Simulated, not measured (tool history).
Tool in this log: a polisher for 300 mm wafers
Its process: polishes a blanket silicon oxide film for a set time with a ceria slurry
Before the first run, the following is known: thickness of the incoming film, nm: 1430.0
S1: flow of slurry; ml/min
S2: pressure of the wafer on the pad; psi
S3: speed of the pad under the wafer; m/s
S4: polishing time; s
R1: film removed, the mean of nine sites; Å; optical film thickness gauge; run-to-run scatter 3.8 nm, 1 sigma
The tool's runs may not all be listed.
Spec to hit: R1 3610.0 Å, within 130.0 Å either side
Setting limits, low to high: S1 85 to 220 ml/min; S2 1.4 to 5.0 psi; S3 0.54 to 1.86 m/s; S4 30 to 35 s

run  hour   S1   S2    S3  S4      R1
  1   0.0  140  3.2  1.18  35  1658.5
  2   3.0  145  3.7  1.24  35  2041.2
  3   5.6  160  3.7  1.24  35  2065.4
  4  11.0  125  3.7  1.24  35  1946.4
  5  16.5  140  4.1  1.30  35  2340.6
  6  24.8  150  4.4  1.34  35  2676.1
  7  27.9  160  4.6  1.36  35  2829.8
     31.1  -- worn pad replaced by a new one
  8  31.1  160  4.7  1.40  35  3279.3
  9  32.8  165  4.7  1.40  35  3271.9
 10  39.1  175  4.7  1.40  35  3317.9

Next run, 4 choices. One meets every target within its allowed miss, the rest don't. Which?
  A  45.4  175  4.4  1.46  35   ?
  B  45.4  175  5.0  1.58  35   ?
  C  45.4  195  4.9  1.70  32   ?
  D  45.4  145  4.9  1.68  31   ?

move      R1
   A  3289.6
   B  4027.2
   C  3941.0
   D  3592.5
A: the biggest miss grows against the last run
B: moves the result that the last run missed by most past its target, out the other side
C: moves the result that the last run missed by most past its target, out the other side
D: all results in spec
D is the move that brings every result within its allowed miss.
